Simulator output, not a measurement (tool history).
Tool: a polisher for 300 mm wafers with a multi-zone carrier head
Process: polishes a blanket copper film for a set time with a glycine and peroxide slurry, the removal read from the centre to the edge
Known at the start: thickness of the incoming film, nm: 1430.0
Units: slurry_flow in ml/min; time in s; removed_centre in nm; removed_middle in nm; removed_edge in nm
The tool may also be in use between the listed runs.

run	hour	slurry_flow	centre_zone	middle_zone	edge_zone	time	removed_centre	removed_middle	removed_edge
1	0.0	245	1.00	1.00	1.00	50	256.96	258.86	262.27
2	6.9	245	1.00	1.00	1.00	43	224.04	221.53	221.84
3	14.2	245	1.00	1.00	0.92	43	225.07	218.41	218.32
4	17.0	245	0.93	1.00	0.92	43	209.97	216.39	217.41
5	24.1	245	0.92	0.99	0.92	42	204.14	212.33	211.15
6	25.4	245	0.92	0.99	0.92	54	257.73	282.10	277.98
7	27.1	215	0.86	0.89	0.88	40	174.70	182.23	191.54
8	29.3	215	0.87	0.88	0.88	40	180.77	184.60	195.43
9	35.1	215	0.87	0.87	0.88	40	177.75	177.05	196.68
10	40.5	215	0.87	0.87	0.87	40	178.18	175.98	197.11

Forecast run 11:
# hour 45.8: slurry nozzle cleaned
11	45.8	210	0.87	0.87	0.86	40	?	?	?

{"run 11": {"removed_centre": 185.74, "removed_middle": 191.38, "removed_edge": 200.57}}
